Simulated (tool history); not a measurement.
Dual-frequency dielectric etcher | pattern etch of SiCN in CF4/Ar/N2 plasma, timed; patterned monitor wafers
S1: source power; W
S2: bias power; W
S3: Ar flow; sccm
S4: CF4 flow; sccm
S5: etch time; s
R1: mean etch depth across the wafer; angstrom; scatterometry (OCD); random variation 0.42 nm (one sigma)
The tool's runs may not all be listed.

| run | hour | S1 | S2 | S3 | S4 | S5 | R1 |
|---|---|---|---|---|---|---|---|
| 1 | 0.0 | 490 | 85 | 109 | 80 | 95.0 | 1026.80 |
| 2 | 5.9 | 560 | 85 | 109 | 80 | 95.0 | 1108.10 |
| 3 | 9.2 | 560 | 85 | 109 | 66 | 95.0 | 1076.90 |
| 4 | 10.7 | 560 | 72 | 109 | 66 | 95.0 | 1008.70 |
| 5 | 13.6 | 560 | 72 | 120 | 66 | 95.0 | 992.31 |
| 6 | 14.6 | 530 | 72 | 120 | 66 | 95.0 | 947.84 |
| 7 | 22.0 | 510 | 72 | 120 | 66 | 95.0 | 935.93 |

Forecast run 8:
| 8 | 29.1 | 490 | 72 | 120 | 66 | 95.0 | ? |

{"run 8": {"R1": 909.97}}
